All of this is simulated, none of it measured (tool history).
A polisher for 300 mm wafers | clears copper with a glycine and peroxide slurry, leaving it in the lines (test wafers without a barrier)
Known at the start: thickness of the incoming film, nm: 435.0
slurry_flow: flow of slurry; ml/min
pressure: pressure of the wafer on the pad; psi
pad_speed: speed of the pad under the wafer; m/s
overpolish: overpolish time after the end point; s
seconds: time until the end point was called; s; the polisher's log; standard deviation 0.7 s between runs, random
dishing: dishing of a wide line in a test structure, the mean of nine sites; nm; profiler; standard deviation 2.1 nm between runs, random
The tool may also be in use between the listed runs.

Run 1, day 0.000: slurry_flow 300 ml/min, pressure 2.7 psi, pad_speed 0.80 m/s, overpolish 24 s. Result: seconds 99.235 s, dishing 57.181 nm.
Run 2, day 0.267: slurry_flow 300 ml/min, pressure 3.0 psi, pad_speed 0.80 m/s, overpolish 26 s. Result: seconds 91.477 s, dishing 65.535 nm.
Run 3, day 0.608: slurry_flow 300 ml/min, pressure 3.2 psi, pad_speed 0.80 m/s, overpolish 28 s. Result: seconds 85.802 s, dishing 73.287 nm.
Run 4, day 0.775: slurry_flow 300 ml/min, pressure 3.3 psi, pad_speed 0.80 m/s, overpolish 29 s. Result: seconds 84.998 s, dishing 76.711 nm.
Run 5, day 0.938: slurry_flow 300 ml/min, pressure 3.3 psi, pad_speed 0.68 m/s, overpolish 29 s. Result: seconds 95.928 s, dishing 68.947 nm.
Run 6, day 1.117: slurry_flow 300 ml/min, pressure 3.3 psi, pad_speed 0.76 m/s, overpolish 29 s. Result: seconds 87.819 s, dishing 69.817 nm.
Run 7, day 1.179: slurry_flow 300 ml/min, pressure 3.4 psi, pad_speed 0.76 m/s, overpolish 31 s. Result: seconds 84.910 s, dishing 77.536 nm.

Run 8, settings as shown, results not yet in. Your forecast:
At day 1.296: worn pad replaced by a new one.
Run 8, day 1.296: slurry_flow 300 ml/min, pressure 3.5 psi, pad_speed 0.76 m/s, overpolish 32 s. Result: seconds ?, dishing ?.

{"run 8": {"seconds": 78.985, "dishing": 82.956}}

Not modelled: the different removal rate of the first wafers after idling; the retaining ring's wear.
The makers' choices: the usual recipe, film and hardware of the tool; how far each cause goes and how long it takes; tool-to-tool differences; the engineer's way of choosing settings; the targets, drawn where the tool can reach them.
